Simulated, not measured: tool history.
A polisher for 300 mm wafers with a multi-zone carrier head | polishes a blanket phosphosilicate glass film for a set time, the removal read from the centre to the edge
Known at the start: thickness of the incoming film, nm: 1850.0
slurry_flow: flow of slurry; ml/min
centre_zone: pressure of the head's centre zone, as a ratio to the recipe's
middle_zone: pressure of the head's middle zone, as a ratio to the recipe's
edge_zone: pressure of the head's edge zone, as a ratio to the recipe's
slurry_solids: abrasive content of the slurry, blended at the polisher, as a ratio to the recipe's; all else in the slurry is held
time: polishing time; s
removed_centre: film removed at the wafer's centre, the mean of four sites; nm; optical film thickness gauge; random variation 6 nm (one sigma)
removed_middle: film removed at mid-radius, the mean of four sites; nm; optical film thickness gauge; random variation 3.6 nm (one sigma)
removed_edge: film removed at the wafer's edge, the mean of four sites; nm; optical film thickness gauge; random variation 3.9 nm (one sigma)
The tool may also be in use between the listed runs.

run	day	slurry_flow	centre_zone	middle_zone	edge_zone	slurry_solids	time	removed_centre	removed_middle	removed_edge
1	0.000	240	1.00	1.00	1.00	1.00	58	585.66	569.33	592.55
2	0.312	235	0.97	1.00	0.98	0.95	58	562.13	566.60	579.11
3	0.567	230	0.94	0.99	0.98	0.90	58	523.34	546.79	561.76
4	0.767	230	0.94	0.99	1.04	0.90	58	520.24	551.14	584.74
5	0.925	225	0.92	0.98	1.02	0.85	58	500.99	534.32	561.41
6	1.217	220	0.90	0.97	1.01	0.85	58	485.05	525.56	559.64
7	1.338	215	0.89	0.97	0.99	0.85	58	483.89	518.23	551.77
8	1.417	210	0.88	0.97	0.98	0.85	58	473.66	521.72	550.72
9	1.471	205	0.87	0.97	0.96	0.85	58	453.03	518.86	542.58

Forecast run 10:
10	1.771	200	0.87	0.97	0.94	0.85	58	?	?	?

Run 10 gave removed_centre 454.07 nm, removed_middle 510.66 nm, removed_edge 531.44 nm.

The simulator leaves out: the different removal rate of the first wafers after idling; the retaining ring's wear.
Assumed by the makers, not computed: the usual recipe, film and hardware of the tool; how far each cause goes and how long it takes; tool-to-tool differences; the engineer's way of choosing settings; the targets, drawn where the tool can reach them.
